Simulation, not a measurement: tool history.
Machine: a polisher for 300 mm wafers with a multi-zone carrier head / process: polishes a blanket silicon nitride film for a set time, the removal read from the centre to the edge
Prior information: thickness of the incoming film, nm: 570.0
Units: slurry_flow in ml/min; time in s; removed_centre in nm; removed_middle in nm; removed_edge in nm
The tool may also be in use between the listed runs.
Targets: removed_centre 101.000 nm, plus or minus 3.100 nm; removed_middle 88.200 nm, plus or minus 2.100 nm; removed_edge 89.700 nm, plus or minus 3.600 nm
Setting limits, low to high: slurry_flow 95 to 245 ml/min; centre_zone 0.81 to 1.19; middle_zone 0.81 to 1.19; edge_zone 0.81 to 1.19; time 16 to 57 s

run	day	slurry_flow	centre_zone	middle_zone	edge_zone	time	removed_centre	removed_middle	removed_edge
1	0.000	155	1.00	1.00	1.00	36	68.409	63.580	61.932
2	0.200	155	1.00	1.00	1.00	40	75.300	69.916	70.634
3	0.404	155	1.00	1.00	1.00	47	91.332	83.059	82.068
4	0.462	130	1.00	1.00	1.00	47	89.257	80.135	79.565
5	0.571	145	1.01	1.00	1.01	47	90.314	81.683	80.549
6	0.612	145	1.01	0.93	1.01	47	90.132	78.910	82.036
7	0.688	160	1.02	0.94	1.01	47	92.165	80.714	84.619
8	1.029	170	1.03	0.95	1.01	47	93.012	81.599	84.230

Below are 4 possible settings for the next run. Only one of them brings all results inside the allowed miss of their targets. Which is it?
A	1.371	155	1.18	0.89	0.88	47	?	?	?
B	1.371	195	0.87	1.15	0.97	46	?	?	?
C	1.371	175	1.06	1.00	1.03	49	?	?	?
D	1.371	205	0.94	0.81	1.00	47	?	?	?

move	removed_centre	removed_middle	removed_edge
A	103.490	77.441	79.528
B	80.107	90.144	83.029
C	99.882	87.389	90.263
D	88.013	76.557	86.723
A: its largest miss is bigger than the last run's
B: gets the furthest-off result to its target, but another result is out of tolerance
C: every result within its allowed miss
D: its largest miss is bigger than the last run's
Go with C: it meets all targets.
